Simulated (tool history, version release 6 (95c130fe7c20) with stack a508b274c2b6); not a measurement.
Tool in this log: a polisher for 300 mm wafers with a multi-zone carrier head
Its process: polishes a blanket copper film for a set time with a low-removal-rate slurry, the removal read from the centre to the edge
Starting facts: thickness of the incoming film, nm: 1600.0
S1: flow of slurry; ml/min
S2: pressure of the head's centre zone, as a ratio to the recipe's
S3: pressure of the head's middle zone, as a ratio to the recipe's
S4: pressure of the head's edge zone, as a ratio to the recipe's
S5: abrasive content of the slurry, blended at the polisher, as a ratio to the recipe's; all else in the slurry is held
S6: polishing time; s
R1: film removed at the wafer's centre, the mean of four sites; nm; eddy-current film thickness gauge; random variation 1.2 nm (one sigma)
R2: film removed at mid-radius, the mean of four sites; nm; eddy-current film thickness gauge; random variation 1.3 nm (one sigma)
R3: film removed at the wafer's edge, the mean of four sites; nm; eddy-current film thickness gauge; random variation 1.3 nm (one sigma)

{"run": 1, "hour": 0.0, "S1": 140, "S2": 1.0, "S3": 1.0, "S4": 1.0, "S5": 1.0, "S6": 42, "R1": 73.618, "R2": 77.485, "R3": 79.167}
{"run": 2, "hour": 7.1, "S1": 165, "S2": 1.0, "S3": 1.0, "S4": 1.0, "S5": 1.0, "S6": 42, "R1": 77.55, "R2": 80.642, "R3": 83.154}
{"run": 3, "hour": 12.1, "S1": 165, "S2": 1.0, "S3": 0.95, "S4": 1.0, "S5": 1.0, "S6": 42, "R1": 76.752, "R2": 76.664, "R3": 83.122}
{"run": 4, "hour": 16.4, "S1": 170, "S2": 1.01, "S3": 0.97, "S4": 1.01, "S5": 1.05, "S6": 42, "R1": 78.543, "R2": 79.744, "R3": 85.121}
{"run": 5, "hour": 18.1, "S1": 175, "S2": 1.02, "S3": 0.98, "S4": 1.01, "S5": 1.1, "S6": 42, "R1": 80.035, "R2": 80.805, "R3": 84.613}
{"run": 6, "hour": 25.8, "S1": 180, "S2": 1.03, "S3": 0.99, "S4": 1.01, "S5": 1.1, "S6": 43, "R1": 82.544, "R2": 83.821, "R3": 88.184}
{"run": 7, "hour": 27.9, "S1": 185, "S2": 1.04, "S3": 1.0, "S4": 1.01, "S5": 1.15, "S6": 44, "R1": 87.679, "R2": 89.82, "R3": 90.722}
{"run": 8, "hour": 32.6, "S1": 185, "S2": 1.05, "S3": 1.01, "S4": 1.02, "S5": 1.2, "S6": 44, "R1": 90.941, "R2": 88.95, "R3": 93.999}
{"run": 9, "hour": 35.4, "S1": 185, "S2": 1.05, "S3": 1.02, "S4": 1.02, "S5": 1.2, "S6": 44, "R1": 90.102, "R2": 89.153, "R3": 90.359}

Run 10 is up next; what results do you expect?
{"run": 10, "hour": 41.0, "S1": 185, "S2": 1.05, "S3": 1.03, "S4": 1.02, "S5": 1.2, "S6": 45, "R1": "?", "R2": "?", "R3": "?"}

{"run 10": {"R1": 91.503, "R2": 90.721, "R3": 93.593}}
